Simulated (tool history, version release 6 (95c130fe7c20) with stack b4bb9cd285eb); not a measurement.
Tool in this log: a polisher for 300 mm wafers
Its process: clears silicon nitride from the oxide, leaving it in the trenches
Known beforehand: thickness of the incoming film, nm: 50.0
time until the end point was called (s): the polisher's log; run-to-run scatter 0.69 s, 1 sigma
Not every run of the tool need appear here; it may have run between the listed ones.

run,day,flow of slurry (ml/min),pressure of the wafer on the pad (kPa),speed of the pad under the wafer (m/s),overpolish time after the end point (s),time until the end point was called (s)
1,0.000,145,13.1,0.86,13,106.700
2,0.071,150,13.8,0.86,13,101.400
3,0.417,150,13.8,0.86,13,101.200
4,0.658,130,13.8,0.86,13,101.770
5,0.775,130,14.5,0.86,13,100.250
6,0.967,105,14.5,0.86,13,104.520

Run 7 has not been measured yet. What should we expect?
7,1.088,145,17.2,0.86,13,?

{"run 7": {"time until the end point was called (s)": 84.404}}
